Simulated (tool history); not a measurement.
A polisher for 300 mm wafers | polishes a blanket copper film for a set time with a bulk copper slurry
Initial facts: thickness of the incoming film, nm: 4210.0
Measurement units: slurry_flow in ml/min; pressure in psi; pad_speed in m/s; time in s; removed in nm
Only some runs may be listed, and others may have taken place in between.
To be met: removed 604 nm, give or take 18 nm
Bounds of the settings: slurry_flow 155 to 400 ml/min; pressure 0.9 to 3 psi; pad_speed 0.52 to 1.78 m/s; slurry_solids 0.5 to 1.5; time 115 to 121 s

run  hour  slurry_flow  pressure  pad_speed  slurry_solids  time  removed
  1     0          255       1.9       1.14              1   115   972.31
  2   6.8          255       2.2       1.14              1   115   1088.5
  3   8.8          255       1.8       1.12              1   115   879.23
  4  15.2          255       1.8       1.34              1   115   1033.2
  5  20.1          255       1.8       1.34           0.85   115   1031.6
  6  28.2          255       1.8       1.08           0.85   115   845.67
  7  35.3          255       1.6       1.08           0.85   115   757.75
  8  36.4          255       1.5       1.08           0.85   115   712.88
  9  44.3          255       1.4       1.08           0.85   115   686.01
 10  46.6          255       1.3       1.08           0.85   115   623.88
 11  54.2          250       1.3       1.08           0.85   115   622.54
 12  55.4          245       1.3       1.08           0.85   115   638.86

Next run, 4 choices. One meets every target within its allowed miss, the rest don't. Which?
  A  56.6          255       1.2       1.06           0.95   115        ?
  B  56.6          155       1.3       0.98           0.85   120        ?
  C  56.6          265       1.3       1.08           0.85   117        ?
  D  56.6          165       1.7       1.02           0.65   121        ?

move  removed
   A   599.59
   B   570.25
   C   652.68
   D   723.86
A: in spec on every target
B: takes the biggest miss from the last run beyond its target
C: the biggest miss grows against the last run
D: the biggest miss grows against the last run
Correct choice: A, which meets every target
